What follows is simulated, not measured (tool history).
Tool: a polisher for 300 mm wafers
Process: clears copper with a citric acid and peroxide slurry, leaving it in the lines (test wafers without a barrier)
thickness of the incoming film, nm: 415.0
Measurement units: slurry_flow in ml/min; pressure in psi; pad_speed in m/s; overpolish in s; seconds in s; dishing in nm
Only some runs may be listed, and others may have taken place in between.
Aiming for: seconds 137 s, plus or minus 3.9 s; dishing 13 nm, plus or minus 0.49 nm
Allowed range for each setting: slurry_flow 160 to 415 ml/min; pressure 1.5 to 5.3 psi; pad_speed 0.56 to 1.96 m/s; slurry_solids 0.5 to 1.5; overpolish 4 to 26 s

run,hour,slurry_flow,pressure,pad_speed,slurry_solids,overpolish,seconds,dishing
1,0,265,3.4,1.26,1,13,171.23,21.515
2,0.9,270,3.5,1.28,1,11,163.18,19.015
3,2.7,270,3.5,1.28,0.9,11,168.03,18.944
4,8.4,280,3.6,1.28,1,9,158.66,16.351
5,9.3,295,3.7,1.28,1.05,8,155.86,15.243
# hour 11.2: slurry blender recalibrated
6,11.2,295,4.2,1.28,1.05,8,128.72,18.121
7,15.4,300,4.1,1.28,1.1,7,127.21,16.08
8,21.9,300,4,1.28,1.15,7,130.74,15.483
9,27.6,300,3.9,1.28,1.2,7,130.51,15.709
10,29,300,3.8,1.28,1.2,7,134.05,15.425

Which one of the following 5 next-run settings gets every result inside its allowed miss? There is exactly one.
A,30.4,315,3.6,1.32,1.25,8,?,?
B,30.4,320,3.6,1.42,1.1,8,?,?
C,30.4,240,3.9,1.24,1.2,6,?,?
D,30.4,280,3.4,1.44,1.15,9,?,?
E,30.4,350,4,1.06,1.25,10,?,?

move,seconds,dishing
A,137.41,17.108
B,135.64,17.312
C,137.22,13.138
D,141.14,18.564
E,141.05,20.501
A: moves away from the targets compared with the last run
B: moves away from the targets compared with the last run
C: meets every target
D: moves away from the targets compared with the last run
E: moves away from the targets compared with the last run
C is the move that brings every result within its allowed miss.
